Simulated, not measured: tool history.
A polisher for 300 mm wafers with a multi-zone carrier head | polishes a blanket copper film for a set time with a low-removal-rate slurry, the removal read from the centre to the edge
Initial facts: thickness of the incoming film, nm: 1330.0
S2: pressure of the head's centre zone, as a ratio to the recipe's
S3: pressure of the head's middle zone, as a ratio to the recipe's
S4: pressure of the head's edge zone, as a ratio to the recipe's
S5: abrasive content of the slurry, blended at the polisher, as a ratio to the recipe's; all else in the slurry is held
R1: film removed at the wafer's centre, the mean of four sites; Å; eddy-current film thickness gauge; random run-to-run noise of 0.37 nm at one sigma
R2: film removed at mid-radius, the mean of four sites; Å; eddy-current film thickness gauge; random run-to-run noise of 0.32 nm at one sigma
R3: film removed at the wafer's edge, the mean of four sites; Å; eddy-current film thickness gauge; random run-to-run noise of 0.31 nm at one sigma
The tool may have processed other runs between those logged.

Run 1, day 0.000: flow of slurry (ml/min) 250, S2 1.00, S3 1.00, S4 1.00, S5 1.00, polishing time (s) 31. Result: R1 685.58 Å, R2 678.65 Å, R3 640.20 Å.
Run 2, day 0.250: flow of slurry (ml/min) 250, S2 1.00, S3 1.00, S4 1.00, S5 1.20, polishing time (s) 31. Result: R1 711.03 Å, R2 709.60 Å, R3 672.63 Å.
Run 3, day 0.296: flow of slurry (ml/min) 250, S2 1.00, S3 1.06, S4 1.00, S5 1.20, polishing time (s) 31. Result: R1 705.11 Å, R2 738.95 Å, R3 667.13 Å.
Run 4, day 0.446: flow of slurry (ml/min) 250, S2 1.00, S3 1.06, S4 1.06, S5 1.20, polishing time (s) 31. Result: R1 693.15 Å, R2 752.24 Å, R3 681.88 Å.
Run 5, day 0.762: flow of slurry (ml/min) 240, S2 0.97, S3 1.00, S4 1.02, S5 1.05, polishing time (s) 30. Result: R1 639.98 Å, R2 667.43 Å, R3 634.48 Å.
At day 0.908: edge zone pressure recalibrated.
Run 6, day 0.908: flow of slurry (ml/min) 230, S2 0.96, S3 0.96, S4 0.99, S5 0.90, polishing time (s) 29. Result: R1 591.70 Å, R2 596.24 Å, R3 601.30 Å.

Expected results for the next run?
Run 7, day 1.200: flow of slurry (ml/min) 240, S2 0.96, S3 0.94, S4 0.97, S5 0.80, polishing time (s) 28. Result: R1 ?, R2 ?, R3 ?.

{"run 7": {"R1": 556.2, "R2": 551.96, "R3": 554.79}}
